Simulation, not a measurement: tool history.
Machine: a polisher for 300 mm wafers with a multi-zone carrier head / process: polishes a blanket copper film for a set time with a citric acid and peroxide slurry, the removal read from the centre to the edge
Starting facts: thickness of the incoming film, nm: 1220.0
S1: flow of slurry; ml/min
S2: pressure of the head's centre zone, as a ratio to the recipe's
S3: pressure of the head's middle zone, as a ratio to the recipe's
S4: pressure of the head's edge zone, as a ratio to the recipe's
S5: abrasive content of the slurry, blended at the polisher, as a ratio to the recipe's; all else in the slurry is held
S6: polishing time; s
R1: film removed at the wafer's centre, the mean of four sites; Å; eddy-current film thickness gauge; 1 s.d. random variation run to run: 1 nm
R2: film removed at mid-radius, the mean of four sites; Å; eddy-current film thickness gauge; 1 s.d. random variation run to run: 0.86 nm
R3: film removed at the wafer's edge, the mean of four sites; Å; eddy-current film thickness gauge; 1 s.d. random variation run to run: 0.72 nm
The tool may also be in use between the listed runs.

run  hour   S1    S2    S3    S4    S5  S6      R1      R2      R3
  1     0  275     1     1     1     1  55  1385.7  1383.9  1379.2
  2   3.4  275  1.08     1     1     1  55  1466.2  1372.9  1384.2
  3   8.2  225  1.08     1     1     1  55  1433.7  1327.5  1340.9
  4  12.1  225  1.08  0.92     1     1  55  1411.3  1286.9  1337.3
  5  14.3  215  1.04  0.94  0.95  0.85  51  1197.7  1145.2  1164.8
  6  17.2  215  1.12  0.94  0.95  0.85  51  1315.8  1136.2  1147.9
  7  20.5  215  1.12  0.94  0.95  0.85  51  1290.1  1131.2  1151.9
  8  25.4  205  1.08  0.97  0.91  0.75  49  1155.3  1059.8    1053

What will run 9 give?
  9  29.6  200  1.05   1  0.88  0.7  48   ?   ?   ?

Run 9 measured R1 1063.3 Å, R2 1052.5 Å, R3 989.5 Å.
